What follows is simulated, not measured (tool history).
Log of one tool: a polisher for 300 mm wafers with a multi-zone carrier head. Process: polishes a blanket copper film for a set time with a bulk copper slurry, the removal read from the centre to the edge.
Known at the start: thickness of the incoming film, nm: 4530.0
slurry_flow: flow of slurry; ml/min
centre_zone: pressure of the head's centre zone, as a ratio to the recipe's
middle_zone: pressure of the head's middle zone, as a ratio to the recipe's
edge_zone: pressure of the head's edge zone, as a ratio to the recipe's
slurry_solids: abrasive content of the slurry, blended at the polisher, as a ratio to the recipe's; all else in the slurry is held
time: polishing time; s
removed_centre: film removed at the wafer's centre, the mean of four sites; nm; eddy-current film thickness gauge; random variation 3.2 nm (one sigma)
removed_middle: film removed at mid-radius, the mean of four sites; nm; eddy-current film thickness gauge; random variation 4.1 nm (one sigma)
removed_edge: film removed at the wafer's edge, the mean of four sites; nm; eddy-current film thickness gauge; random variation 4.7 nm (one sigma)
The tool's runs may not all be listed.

Run 1, day 0.000: slurry_flow 200 ml/min, centre_zone 1.00, middle_zone 1.00, edge_zone 1.00, slurry_solids 1.00, time 63 s. Result: removed_centre 339.22 nm, removed_middle 335.47 nm, removed_edge 343.36 nm.
Run 2, day 0.054: slurry_flow 200 ml/min, centre_zone 1.08, middle_zone 1.00, edge_zone 1.00, slurry_solids 1.00, time 63 s. Result: removed_centre 369.62 nm, removed_middle 329.81 nm, removed_edge 346.12 nm.
Run 3, day 0.254: slurry_flow 200 ml/min, centre_zone 1.08, middle_zone 1.00, edge_zone 1.00, slurry_solids 1.10, time 63 s. Result: removed_centre 371.14 nm, removed_middle 337.30 nm, removed_edge 344.28 nm.
Run 4, day 0.533: slurry_flow 170 ml/min, centre_zone 1.08, middle_zone 1.00, edge_zone 1.00, slurry_solids 1.10, time 63 s. Result: removed_centre 363.44 nm, removed_middle 324.14 nm, removed_edge 349.18 nm.
Run 5, day 0.875: slurry_flow 180 ml/min, centre_zone 1.07, middle_zone 1.06, edge_zone 1.04, slurry_solids 1.25, time 66 s. Result: removed_centre 386.68 nm, removed_middle 373.89 nm, removed_edge 375.27 nm.
Run 6, day 1.142: slurry_flow 180 ml/min, centre_zone 1.07, middle_zone 1.06, edge_zone 1.04, slurry_solids 1.40, time 66 s. Result: removed_centre 402.66 nm, removed_middle 390.89 nm, removed_edge 385.35 nm.
Run 7, day 1.475: slurry_flow 195 ml/min, centre_zone 1.06, middle_zone 1.09, edge_zone 1.08, slurry_solids 1.45, time 68 s. Result: removed_centre 417.26 nm, removed_middle 410.68 nm, removed_edge 405.26 nm.

Forecast run 8:
Run 8, day 1.500: slurry_flow 200 ml/min, centre_zone 1.04, middle_zone 1.12, edge_zone 1.08, slurry_solids 1.45, time 71 s. Result: removed_centre ?, removed_middle ?, removed_edge ?.

removed_centre: 430.54 nm
removed_middle: 443.73 nm
removed_edge: 419.49 nm
